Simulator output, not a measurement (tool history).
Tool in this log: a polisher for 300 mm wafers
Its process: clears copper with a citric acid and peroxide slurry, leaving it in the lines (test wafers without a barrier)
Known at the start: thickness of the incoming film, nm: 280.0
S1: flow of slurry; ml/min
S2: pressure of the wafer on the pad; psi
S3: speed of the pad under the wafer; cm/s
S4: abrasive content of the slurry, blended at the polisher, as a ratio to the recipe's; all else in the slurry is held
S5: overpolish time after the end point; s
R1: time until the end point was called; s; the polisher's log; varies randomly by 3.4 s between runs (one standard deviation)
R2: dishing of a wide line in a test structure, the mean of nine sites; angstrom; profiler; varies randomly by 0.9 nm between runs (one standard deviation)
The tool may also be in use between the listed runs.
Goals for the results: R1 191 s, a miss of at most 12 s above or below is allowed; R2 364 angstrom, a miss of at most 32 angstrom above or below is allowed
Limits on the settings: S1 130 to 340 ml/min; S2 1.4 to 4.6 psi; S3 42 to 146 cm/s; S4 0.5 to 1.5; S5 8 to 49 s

run,hour,S1,S2,S3,S4,S5,R1,R2
1,0,220,3,94,1,25,112.15,424.61
2,8.7,220,3.3,94,1,25,103.71,464.76
3,13,220,3.7,94,1,25,91.22,505.78
4,21.8,220,3.3,94,1,25,103.22,477.97
5,30.4,220,3.3,112,1,25,88.755,510.4
6,39.4,220,3.1,108,1,26,99.347,516.32
7,48,220,2.9,106,1,26,105.05,468.21
8,54.4,220,2.7,104,1,27,115.68,466.36
9,55.6,220,2.6,102,1,27,122.31,413.83
10,62,220,2.5,102,1,28,127.09,408.55
11,65.3,220,2.4,102,1,29,130.28,425.93
12,66.7,220,2.3,102,1,30,137.83,423.1
13,71.6,220,1.5,98,1,34,214.96,316.03

Next run, 4 choices. One meets every target within its allowed miss, the rest don't. Which?
A,76.5,220,1.6,82,1.1,31,?,?
B,76.5,240,1.4,94,0.95,30,?,?
C,76.5,300,2.1,88,0.95,23,?,?
D,76.5,230,1.7,96,1,35,?,?

move,R1,R2
A,216.91,291.97
B,229.91,267.4
C,161.05,296.95
D,186.94,367.55
A: misses by more than the last run did
B: misses by more than the last run did
C: takes the biggest miss from the last run beyond its target
D: all results in spec
The move that meets every target is D.

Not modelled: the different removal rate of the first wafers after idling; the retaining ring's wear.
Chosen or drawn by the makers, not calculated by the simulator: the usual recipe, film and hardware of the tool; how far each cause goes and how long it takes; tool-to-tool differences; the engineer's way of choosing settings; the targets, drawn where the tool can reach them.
